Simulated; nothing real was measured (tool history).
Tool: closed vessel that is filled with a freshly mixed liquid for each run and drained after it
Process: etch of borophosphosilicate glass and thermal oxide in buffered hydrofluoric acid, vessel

run	day	temperature setpoint of the liquid (K)	parts of 40 % ammonium fluoride to one part of 49 % hydrofluoric acid (parts by volume)	time in the liquid (s)	thickness taken off the borophosphosilicate glass on a monitor wafer (angstrom)	thickness taken off the thermal oxide on a monitor wafer (angstrom)
1	0	296.15	8	60	1234	739.45
2	0.338	295.15	9	60	1025.6	624.2
3	0.483	295.15	9	35	598.84	358.73
4	0.596	294.15	9	35	558.82	335.53
5	0.912	293.65	9	35	547.5	333.41
6	1.075	295.15	9	35	578.76	361.72
7	1.421	294.65	9	35	581.26	349.31

Forecast run 8:
8	1.479	293.65	9	35	?	?

Run 8 gave thickness taken off the borophosphosilicate glass on a monitor wafer (angstrom) 548.33, thickness taken off the thermal oxide on a monitor wafer (angstrom) 329.88.
